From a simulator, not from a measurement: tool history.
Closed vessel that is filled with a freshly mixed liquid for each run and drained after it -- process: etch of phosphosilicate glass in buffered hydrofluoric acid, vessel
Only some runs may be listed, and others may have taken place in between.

| run | day | temperature setpoint of the liquid (K) | parts of 40 % ammonium fluoride to one part of 49 % hydrofluoric acid (parts by volume) | time in the liquid (s) | thickness taken off the phosphosilicate glass on a monitor wafer (Å) |
|---|---|---|---|---|---|
| 1 | 0.000 | 296.15 | 14.5 | 90 | 1912.7 |
| 2 | 0.258 | 295.15 | 14.5 | 90 | 1804.7 |
| 3 | 0.550 | 294.15 | 14.5 | 90 | 1718.6 |
| 4 | 0.800 | 294.15 | 12.0 | 90 | 2071.7 |
| 5 | 0.854 | 294.15 | 12.0 | 90 | 2064.5 |
| 6 | 1.067 | 293.15 | 12.5 | 90 | 1878.3 |

What will run 7 give?
| 7 | 1.375 | 292.65 | 13.0 | 90 | ? |

thickness taken off the phosphosilicate glass on a monitor wafer (Å): 1767.9
